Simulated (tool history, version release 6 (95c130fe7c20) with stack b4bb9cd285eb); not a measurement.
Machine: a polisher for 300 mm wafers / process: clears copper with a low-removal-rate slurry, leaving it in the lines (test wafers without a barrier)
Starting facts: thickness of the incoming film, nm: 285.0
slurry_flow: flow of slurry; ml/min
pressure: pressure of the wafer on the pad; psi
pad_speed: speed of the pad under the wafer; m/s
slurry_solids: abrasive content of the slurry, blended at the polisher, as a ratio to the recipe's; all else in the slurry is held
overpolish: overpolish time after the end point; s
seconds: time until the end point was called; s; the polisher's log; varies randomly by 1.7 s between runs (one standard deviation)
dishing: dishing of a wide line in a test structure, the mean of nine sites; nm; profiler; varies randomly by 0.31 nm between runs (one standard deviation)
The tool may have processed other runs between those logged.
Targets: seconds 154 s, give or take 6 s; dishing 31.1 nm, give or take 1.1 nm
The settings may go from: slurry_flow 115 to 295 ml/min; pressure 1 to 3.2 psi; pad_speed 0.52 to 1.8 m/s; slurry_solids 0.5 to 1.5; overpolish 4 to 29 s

run,day,slurry_flow,pressure,pad_speed,slurry_solids,overpolish,seconds,dishing
1,0,190,2.1,1.16,1,15,110.77,25.696
2,0.088,190,2.1,1.16,1,10,111.54,17.727
3,0.225,160,2.1,1.16,1,10,115.78,17.097
4,0.546,160,2.1,1.16,1,15,115.89,24.503
5,0.721,150,2,1.16,1,17,119.77,26.434
6,0.883,115,2,1.16,1,17,129.64,24.153
7,1.042,115,2,1.16,1,17,131.42,24.809
8,1.233,115,1.9,1.16,1,19,136.52,26.178
9,1.521,115,1.8,1.14,1,20,145.44,25.649
10,1.579,115,1.8,1.12,1,21,147.47,26.586
11,1.608,115,1.8,1.12,1,22,147.04,28.066
12,1.842,115,1.8,1.12,1,23,146.74,28.777
# day 2.112: slurry nozzle cleaned
13,2.112,115,1.8,1.12,1,24,138.07,30.904
14,2.238,115,1.7,1.12,1,25,143.94,31.286

Which single option among these 4 for the next run brings every result within its allowed miss of target? Just one does.
A,2.362,115,1.7,1.06,1.05,26,?,?
B,2.362,125,1.7,0.94,0.95,26,?,?
C,2.362,125,1.6,1.22,0.95,24,?,?
D,2.362,145,1.8,1,1.25,25,?,?

move,seconds,dishing
A,152.44,31.037
B,170.66,28.083
C,139.15,31.248
D,140.91,32.226
A: all results in spec
B: takes the biggest miss from the last run beyond its target
C: moves away from the targets compared with the last run
D: moves away from the targets compared with the last run
The right move is A.
